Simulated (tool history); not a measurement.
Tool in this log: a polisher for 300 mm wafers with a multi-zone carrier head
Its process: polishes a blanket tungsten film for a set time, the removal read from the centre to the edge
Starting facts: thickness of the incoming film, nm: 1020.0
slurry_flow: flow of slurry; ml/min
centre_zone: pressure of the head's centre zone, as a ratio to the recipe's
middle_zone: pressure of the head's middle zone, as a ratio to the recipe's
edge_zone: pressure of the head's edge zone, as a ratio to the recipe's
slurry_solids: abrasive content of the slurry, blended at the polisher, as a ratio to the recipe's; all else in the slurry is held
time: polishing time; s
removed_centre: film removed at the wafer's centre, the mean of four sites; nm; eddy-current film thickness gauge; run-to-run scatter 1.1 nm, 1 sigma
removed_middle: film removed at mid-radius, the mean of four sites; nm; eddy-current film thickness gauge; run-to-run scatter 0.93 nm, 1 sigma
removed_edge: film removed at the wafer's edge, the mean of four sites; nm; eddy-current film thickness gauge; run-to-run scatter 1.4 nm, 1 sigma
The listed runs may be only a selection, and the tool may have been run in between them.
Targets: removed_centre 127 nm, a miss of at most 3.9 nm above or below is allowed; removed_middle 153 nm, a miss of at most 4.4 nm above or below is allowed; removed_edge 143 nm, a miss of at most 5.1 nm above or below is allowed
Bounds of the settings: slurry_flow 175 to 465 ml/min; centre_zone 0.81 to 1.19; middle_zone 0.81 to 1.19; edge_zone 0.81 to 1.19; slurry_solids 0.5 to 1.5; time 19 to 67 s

run 1 hour=0 | slurry_flow=295 centre_zone=1 middle_zone=1 edge_zone=1 slurry_solids=1 time=43 | removed_centre=280.84 removed_middle=282.65 removed_edge=282.94
run 2 hour=4.4 | slurry_flow=290 centre_zone=0.97 middle_zone=1 edge_zone=0.97 slurry_solids=0.9 time=39 | removed_centre=241.88 removed_middle=247.05 removed_edge=247.91
run 3 hour=11.3 | slurry_flow=290 centre_zone=0.97 middle_zone=1.03 edge_zone=0.97 slurry_solids=0.9 time=39 | removed_centre=236.18 removed_middle=253.51 removed_edge=247.36
run 4 hour=12.6 | slurry_flow=290 centre_zone=0.97 middle_zone=1.03 edge_zone=0.94 slurry_solids=0.9 time=39 | removed_centre=242.89 removed_middle=254.72 removed_edge=247.14
run 5 hour=13.4 | slurry_flow=290 centre_zone=0.95 middle_zone=1.04 edge_zone=0.93 slurry_solids=0.85 time=36 | removed_centre=213.69 removed_middle=231.07 removed_edge=219.59
run 6 hour=18.3 | slurry_flow=285 centre_zone=0.93 middle_zone=1.04 edge_zone=0.92 slurry_solids=0.8 time=34 | removed_centre=197.77 removed_middle=215.38 removed_edge=203.05
run 7 hour=25.9 | slurry_flow=275 centre_zone=0.91 middle_zone=1.04 edge_zone=0.92 slurry_solids=0.75 time=32 | removed_centre=173.88 removed_middle=197.77 removed_edge=188.35
run 8 hour=26.8 | slurry_flow=280 centre_zone=0.87 middle_zone=1.02 edge_zone=0.82 slurry_solids=0.5 time=25 | removed_centre=115.48 removed_middle=135.93 removed_edge=124.3
run 9 hour=29 | slurry_flow=285 centre_zone=0.87 middle_zone=1.03 edge_zone=0.85 slurry_solids=0.5 time=25 | removed_centre=115.44 removed_middle=137.79 removed_edge=125.87
run 10 hour=30.8 | slurry_flow=285 centre_zone=0.88 middle_zone=1.04 edge_zone=0.88 slurry_solids=0.5 time=25 | removed_centre=117.63 removed_middle=138.5 removed_edge=127.7
run 11 hour=35.1 | slurry_flow=280 centre_zone=0.88 middle_zone=1.05 edge_zone=0.9 slurry_solids=0.5 time=25 | removed_centre=118.25 removed_middle=140.06 removed_edge=130.47
run 12 hour=36 | slurry_flow=280 centre_zone=0.88 middle_zone=1.06 edge_zone=0.92 slurry_solids=0.5 time=25 | removed_centre=115.09 removed_middle=141.76 removed_edge=130.02
run 13 hour=42.8 | slurry_flow=280 centre_zone=0.89 middle_zone=1.06 edge_zone=0.94 slurry_solids=0.5 time=25 | removed_centre=119.85 removed_middle=141.13 removed_edge=130.6
run 14 hour=44.2 | slurry_flow=275 centre_zone=0.89 middle_zone=1.07 edge_zone=0.96 slurry_solids=0.5 time=25 | removed_centre=119.32 removed_middle=141.31 removed_edge=130.57
run 15 hour=45.8 | slurry_flow=350 centre_zone=0.89 middle_zone=1.11 edge_zone=1.06 slurry_solids=0.65 time=25 | removed_centre=131.39 removed_middle=161.32 removed_edge=151.17
run 16 hour=46.9 | slurry_flow=345 centre_zone=0.89 middle_zone=1.1 edge_zone=1.05 slurry_solids=0.65 time=25 | removed_centre=131.22 removed_middle=158.68 removed_edge=151.76
run 17 hour=54.9 | slurry_flow=340 centre_zone=0.89 middle_zone=1.1 edge_zone=1.04 slurry_solids=0.65 time=25 | removed_centre=130.18 removed_middle=159.73 removed_edge=153.98
run 18 hour=62.6 | slurry_flow=360 centre_zone=0.92 middle_zone=1.09 edge_zone=0.95 slurry_solids=0.5 time=24 | removed_centre=122.14 removed_middle=141.47 removed_edge=129.86
run 19 hour=71.5 | slurry_flow=360 centre_zone=0.92 middle_zone=1.1 edge_zone=0.97 slurry_solids=0.5 time=24 | removed_centre=121.02 removed_middle=141.93 removed_edge=133.93
-- hour=75.7 worn pad replaced by a new one
run 20 hour=75.7 | slurry_flow=365 centre_zone=0.92 middle_zone=1.11 edge_zone=0.98 slurry_solids=0.5 time=24 | removed_centre=138.4 removed_middle=162.6 removed_edge=146.75
run 21 hour=82.8 | slurry_flow=355 centre_zone=0.92 middle_zone=1.11 edge_zone=0.99 slurry_solids=0.5 time=24 | removed_centre=137.9 removed_middle=161.25 removed_edge=148.4
run 22 hour=91.5 | slurry_flow=360 centre_zone=0.92 middle_zone=1.11 edge_zone=0.99 slurry_solids=0.5 time=24 | removed_centre=136.11 removed_middle=161.77 removed_edge=148.08
run 23 hour=97.7 | slurry_flow=360 centre_zone=0.91 middle_zone=1.1 edge_zone=0.99 slurry_solids=0.5 time=24 | removed_centre=133.45 removed_middle=159.27 removed_edge=146.66
run 24 hour=103.2 | slurry_flow=355 centre_zone=0.91 middle_zone=1.1 edge_zone=0.99 slurry_solids=0.5 time=24 | removed_centre=132.47 removed_middle=159.61 removed_edge=148.11
run 25 hour=103.8 | slurry_flow=350 centre_zone=0.91 middle_zone=1.1 edge_zone=0.99 slurry_solids=0.5 time=24 | removed_centre=134.29 removed_middle=161.76 removed_edge=151.36
run 26 hour=112.8 | slurry_flow=340 centre_zone=0.91 middle_zone=1.1 edge_zone=0.99 slurry_solids=0.5 time=24 | removed_centre=132.21 removed_middle=159.47 removed_edge=146.29
run 27 hour=121.6 | slurry_flow=340 centre_zone=0.91 middle_zone=1.1 edge_zone=0.99 slurry_solids=0.5 time=24 | removed_centre=136.03 removed_middle=159.62 removed_edge=148.88
run 28 hour=127.8 | slurry_flow=350 centre_zone=0.91 middle_zone=1.1 edge_zone=0.99 slurry_solids=0.5 time=24 | removed_centre=133.6 removed_middle=158.62 removed_edge=151.15

Consider the 4 candidate settings below. Which is the only one whose results all fall within their allowed miss of target?
run A hour=134 | slurry_flow=450 centre_zone=0.97 middle_zone=1.02 edge_zone=0.9 slurry_solids=0.55 time=23 | removed_centre=? removed_middle=? removed_edge=?
run B hour=134 | slurry_flow=270 centre_zone=0.86 middle_zone=1.12 edge_zone=0.92 slurry_solids=0.6 time=23 | removed_centre=? removed_middle=? removed_edge=?
run C hour=134 | slurry_flow=350 centre_zone=0.85 middle_zone=1.09 edge_zone=0.98 slurry_solids=0.5 time=23 | removed_centre=? removed_middle=? removed_edge=?
run D hour=134 | slurry_flow=360 centre_zone=0.89 middle_zone=1.09 edge_zone=0.98 slurry_solids=0.5 time=23 | removed_centre=? removed_middle=? removed_edge=?

move=A removed_centre=143.87 removed_middle=150.19 removed_edge=142.36
move=B removed_centre=125.28 removed_middle=160.57 removed_edge=142.97
move=C removed_centre=120.17 removed_middle=151.92 removed_edge=141.97
move=D removed_centre=126.17 removed_middle=152.21 removed_edge=142.2
A: lands further from the targets than the last run did
B: the furthest-off result lands on target, but another misses its tolerance
C: pushes the last run's worst result past its target
D: all results land within tolerance of their targets
The move that meets every target is D.

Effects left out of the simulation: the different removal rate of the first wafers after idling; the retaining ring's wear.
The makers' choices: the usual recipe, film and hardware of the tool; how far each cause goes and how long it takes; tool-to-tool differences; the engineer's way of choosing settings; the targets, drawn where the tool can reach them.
